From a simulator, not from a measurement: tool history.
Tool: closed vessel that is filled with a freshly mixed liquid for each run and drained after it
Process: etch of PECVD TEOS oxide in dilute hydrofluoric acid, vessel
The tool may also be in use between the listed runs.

| run | hour | temperature setpoint of the liquid (°C) | parts of water to one part of 49 % hydrofluoric acid (parts by volume) | time in the liquid (s) | thickness taken off the PECVD TEOS oxide on a monitor wafer (angstrom) |
|---|---|---|---|---|---|
| 1 | 0 | 20 | 210 | 1575 | 606.03 |
| 2 | 8.9 | 22 | 170 | 1575 | 831.59 |
| 3 | 13 | 23.5 | 145 | 1575 | 1072.9 |
| 4 | 16.2 | 25 | 135 | 1575 | 1229.6 |
| 5 | 19.4 | 25 | 135 | 1680 | 1317.1 |
| 6 | 22.1 | 25 | 175 | 1680 | 968.04 |
| 7 | 29.8 | 25 | 175 | 1680 | 969.14 |
| 8 | 37.4 | 26 | 155 | 1680 | 1154.2 |
| 9 | 38.5 | 26.5 | 140 | 1680 | 1316.1 |

Run 10 comes next. What will it give?
| 10 | 39.3 | 27 | 130 | 1680 | ? |

{"run 10": {"thickness taken off the PECVD TEOS oxide on a monitor wafer (angstrom)": 1484.3}}
